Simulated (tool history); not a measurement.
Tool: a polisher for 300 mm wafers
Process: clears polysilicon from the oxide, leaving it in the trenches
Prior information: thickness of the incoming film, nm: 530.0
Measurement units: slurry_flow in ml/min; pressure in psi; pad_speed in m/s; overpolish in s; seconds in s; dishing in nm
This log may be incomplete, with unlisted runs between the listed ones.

run	day	slurry_flow	pressure	pad_speed	overpolish	seconds	dishing
1	0.000	240	3.2	1.08	19	30.425	21.197
2	0.042	240	3.7	1.12	19	25.339	21.471
3	0.279	240	3.1	1.12	19	30.018	20.701
4	0.625	290	3.1	1.12	19	29.625	21.731
5	0.808	260	3.6	1.16	19	25.424	21.648
6	1.067	230	4.0	1.22	19	21.550	20.849
7	1.250	235	4.3	1.24	19	20.062	21.737

Forecast run 8:
8	1.504	165	4.2	1.54	19	?	?

seconds: 16.838 s
dishing: 21.605 nm
